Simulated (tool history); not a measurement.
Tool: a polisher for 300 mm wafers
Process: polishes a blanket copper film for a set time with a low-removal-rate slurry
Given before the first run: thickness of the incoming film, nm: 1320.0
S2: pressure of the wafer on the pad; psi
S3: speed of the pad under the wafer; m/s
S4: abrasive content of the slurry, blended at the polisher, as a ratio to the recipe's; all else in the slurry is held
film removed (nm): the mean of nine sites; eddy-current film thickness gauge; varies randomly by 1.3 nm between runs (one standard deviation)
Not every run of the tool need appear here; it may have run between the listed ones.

{"run": 1, "day": 0.0, "flow of slurry (ml/min)": 235, "S2": 3.0, "S3": 1.2, "S4": 1.0, "polishing time (s)": 26, "film removed (nm)": 75.597}
{"run": 2, "day": 0.05, "flow of slurry (ml/min)": 235, "S2": 3.2, "S3": 1.2, "S4": 1.0, "polishing time (s)": 26, "film removed (nm)": 78.407}
{"run": 3, "day": 0.421, "flow of slurry (ml/min)": 235, "S2": 3.2, "S3": 1.2, "S4": 1.0, "polishing time (s)": 26, "film removed (nm)": 80.057}
{"run": 4, "day": 0.675, "flow of slurry (ml/min)": 235, "S2": 3.4, "S3": 1.2, "S4": 1.0, "polishing time (s)": 26, "film removed (nm)": 84.369}
{"run": 5, "day": 1.012, "flow of slurry (ml/min)": 235, "S2": 3.6, "S3": 1.2, "S4": 1.0, "polishing time (s)": 26, "film removed (nm)": 88.375}
{"run": 6, "day": 1.146, "flow of slurry (ml/min)": 235, "S2": 3.1, "S3": 1.2, "S4": 1.0, "polishing time (s)": 26, "film removed (nm)": 77.038}

Estimate the outcome of run 7 from the log above:
{"run": 7, "day": 1.329, "flow of slurry (ml/min)": 235, "S2": 3.3, "S3": 1.2, "S4": 1.0, "polishing time (s)": 26, "film removed (nm)": "?"}

{"run 7": {"film removed (nm)": 81.381}}

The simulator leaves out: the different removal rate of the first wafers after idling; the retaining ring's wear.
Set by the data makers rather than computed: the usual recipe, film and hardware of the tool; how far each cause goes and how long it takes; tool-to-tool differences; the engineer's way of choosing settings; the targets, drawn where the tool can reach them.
